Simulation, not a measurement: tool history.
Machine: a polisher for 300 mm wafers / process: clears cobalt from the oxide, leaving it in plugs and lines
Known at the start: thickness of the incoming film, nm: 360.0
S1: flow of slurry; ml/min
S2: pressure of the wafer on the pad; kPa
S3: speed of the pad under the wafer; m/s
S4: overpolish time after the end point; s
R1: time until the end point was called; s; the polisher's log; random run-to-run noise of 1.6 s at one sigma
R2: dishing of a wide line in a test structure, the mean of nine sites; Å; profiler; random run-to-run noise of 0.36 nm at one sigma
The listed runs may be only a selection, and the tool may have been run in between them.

run	hour	S1	S2	S3	S4	R1	R2
1	0	240	11.7	0.86	13	92.192	362.51
2	8.5	235	10.3	0.86	14	103.47	353.12
3	10.6	235	10.3	0.86	10	102.25	276.66
4	18.4	235	10.3	0.98	10	90.562	303.45
5	22.3	235	8.3	0.98	10	109.99	263.2
6	28.2	235	7.6	0.96	12	118.6	287.71
7	30.7	235	6.9	0.94	13	128.72	281.92
8	31.9	235	6.2	0.92	14	148.74	278.45
9	35.9	235	6.2	0.92	15	143.79	289.9
10	42.1	235	6.2	0.92	16	145.99	308.7

For run 11, what comes out?
11	47.4	230	6.2	0.92	17	?	?

R1: 146.07 s
R2: 317.33 Å
